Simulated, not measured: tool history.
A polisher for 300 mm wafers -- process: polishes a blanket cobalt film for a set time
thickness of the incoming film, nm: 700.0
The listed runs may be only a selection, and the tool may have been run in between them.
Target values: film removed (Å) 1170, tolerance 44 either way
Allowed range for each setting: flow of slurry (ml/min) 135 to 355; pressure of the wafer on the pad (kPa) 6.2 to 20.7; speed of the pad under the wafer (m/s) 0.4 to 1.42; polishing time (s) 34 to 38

run,hour,flow of slurry (ml/min),pressure of the wafer on the pad (kPa),speed of the pad under the wafer (m/s),polishing time (s),film removed (Å)
1,0,225,13.1,0.9,38,1786.8
2,2.3,225,13.1,0.9,38,1801.1
3,9.8,225,11.7,0.9,38,1569.8
4,18.3,225,14.5,0.9,38,1985.3
5,27.1,225,13.1,0.9,38,1801.9
6,29.3,225,11.7,0.9,38,1620.1
7,30.9,220,7.6,0.88,38,1037.5
8,34.7,225,7.6,0.88,38,1044

Consider the 5 candidate settings below. Which is the only one whose results all fall within their allowed miss of target?
A,38.5,300,8.3,0.74,38,?
B,38.5,215,11,0.58,34,?
C,38.5,240,7.6,0.82,35,?
D,38.5,225,7.6,0.9,38,?
E,38.5,255,9.7,0.86,34,?

move,film removed (Å)
A,980.26
B,884.62
C,897.73
D,1059.4
E,1156.8
A: misses by more than the last run did
B: misses by more than the last run did
C: misses by more than the last run did
D: nearer than the last run, and not there yet
E: in spec on every target
Correct choice: E, which meets every target
